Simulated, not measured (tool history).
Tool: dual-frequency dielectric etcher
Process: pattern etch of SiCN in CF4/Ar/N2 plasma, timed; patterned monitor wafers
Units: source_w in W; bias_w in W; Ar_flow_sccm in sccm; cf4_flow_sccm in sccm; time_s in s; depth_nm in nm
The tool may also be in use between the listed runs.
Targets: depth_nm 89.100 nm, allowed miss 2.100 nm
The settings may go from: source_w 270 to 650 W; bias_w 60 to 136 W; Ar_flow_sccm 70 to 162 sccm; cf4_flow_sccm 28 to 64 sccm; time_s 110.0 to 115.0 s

run,hour,source_w,bias_w,Ar_flow_sccm,cf4_flow_sccm,time_s,depth_nm
1,0.0,460,98,116,46,110.0,101.100
2,6.6,440,98,116,46,110.0,97.074
3,7.2,430,98,116,46,110.0,95.938
4,14.4,430,98,116,51,110.0,97.233
5,19.9,460,98,116,51,110.0,104.130
6,26.2,460,98,116,44,110.0,100.390
7,33.4,450,98,116,44,110.0,99.003
8,35.0,440,98,116,44,110.0,97.240
9,41.6,430,98,116,44,110.0,95.022
10,49.7,430,98,116,44,110.0,94.988

5 next moves are on the table. One of them brings every result within its allowed miss. Which?
A,57.8,470,93,120,45,112.5,?
B,57.8,410,109,111,47,114.5,?
C,57.8,460,95,123,45,115.0,?
D,57.8,440,96,114,41,110.0,?
E,57.8,360,119,106,32,114.5,?

move,depth_nm
A,101.770
B,101.390
C,102.730
D,94.550
E,88.872
A: further off than the last run
B: further off than the last run
C: further off than the last run
D: nearer than the last run, and not there yet
E: meets every target
Answer: E

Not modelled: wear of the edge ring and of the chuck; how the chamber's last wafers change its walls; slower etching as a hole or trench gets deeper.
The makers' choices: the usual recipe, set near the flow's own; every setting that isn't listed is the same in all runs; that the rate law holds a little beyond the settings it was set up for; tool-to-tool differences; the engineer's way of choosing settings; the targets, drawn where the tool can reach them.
